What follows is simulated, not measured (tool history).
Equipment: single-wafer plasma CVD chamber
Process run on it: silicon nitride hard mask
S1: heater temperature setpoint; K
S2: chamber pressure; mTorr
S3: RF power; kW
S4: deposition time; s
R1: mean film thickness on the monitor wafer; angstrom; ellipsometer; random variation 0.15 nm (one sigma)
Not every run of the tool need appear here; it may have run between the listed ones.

run	hour	S1	S2	S3	S4	R1
1	0.0	653.15	1150	0.285	29.4	260.26
2	8.2	653.15	1150	0.305	29.4	277.08
3	16.3	653.15	1200	0.310	29.4	284.18
4	20.7	653.15	1240	0.315	29.4	291.31
5	25.2	653.15	1240	0.285	29.4	268.55
6	28.1	653.15	1240	0.255	29.4	242.55
7	31.5	653.15	1280	0.265	29.4	252.24

What does the tool deliver on the next run?
8	37.4	652.15	1510	0.310	29.4	?

{"run 8": {"R1": 300.8}}
